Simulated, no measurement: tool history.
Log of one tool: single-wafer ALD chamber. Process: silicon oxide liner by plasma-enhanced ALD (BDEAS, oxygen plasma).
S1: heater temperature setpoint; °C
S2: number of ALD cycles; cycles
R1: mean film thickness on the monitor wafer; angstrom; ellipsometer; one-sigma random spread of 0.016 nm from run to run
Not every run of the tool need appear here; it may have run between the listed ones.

Run 1, day 0.000: S1 320 °C, S2 60 cycles. Result: R1 57.847 angstrom.
Run 2, day 0.212: S1 324 °C, S2 60 cycles. Result: R1 57.445 angstrom.
Run 3, day 0.238: S1 320 °C, S2 60 cycles. Result: R1 58.383 angstrom.
Run 4, day 0.358: S1 320 °C, S2 68 cycles. Result: R1 65.592 angstrom.
Run 5, day 0.538: S1 314 °C, S2 68 cycles. Result: R1 65.864 angstrom.
Run 6, day 0.842: S1 314 °C, S2 64 cycles. Result: R1 62.529 angstrom.
Run 7, day 0.871: S1 326 °C, S2 54 cycles. Result: R1 51.905 angstrom.
Run 8, day 1.062: S1 327 °C, S2 53 cycles. Result: R1 50.302 angstrom.

The next listed run, before its measurement:
Run 9, day 1.342: S1 328 °C, S2 52 cycles. Result: R1 ?.

Run 9 yielded R1 49.399 angstrom.
